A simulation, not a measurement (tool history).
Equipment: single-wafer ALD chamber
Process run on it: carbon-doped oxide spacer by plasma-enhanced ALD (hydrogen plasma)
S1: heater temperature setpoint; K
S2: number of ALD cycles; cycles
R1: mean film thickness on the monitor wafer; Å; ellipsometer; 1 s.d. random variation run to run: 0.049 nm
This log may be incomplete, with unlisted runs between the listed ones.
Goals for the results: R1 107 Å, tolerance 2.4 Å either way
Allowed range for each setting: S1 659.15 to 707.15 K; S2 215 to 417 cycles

run,hour,S1,S2,R1
1,0,683.15,316,149.48
2,3.2,687.15,316,146.33
3,11.1,691.15,296,135.3
4,15.8,691.15,255,117.61
5,21.3,693.15,250,114.17
6,22.8,693.15,215,97.088
7,25.1,692.15,220,100.34
8,30,691.15,223,101.9
9,35.7,690.15,226,104.13

5 candidate next runs follow, results not yet known. Just one meets every target within its allowed miss. Identify it.
A,41.4,707.15,225,?
B,41.4,681.15,240,?
C,41.4,686.15,242,?
D,41.4,699.15,224,?
E,41.4,691.15,233,?

move,R1
A,98.242
B,113.45
C,112.71
D,100.29
E,106.91
A: the biggest miss grows against the last run
B: takes the biggest miss from the last run beyond its target
C: takes the biggest miss from the last run beyond its target
D: the biggest miss grows against the last run
E: hits every target within its allowed miss
Correct choice: E, which meets every target
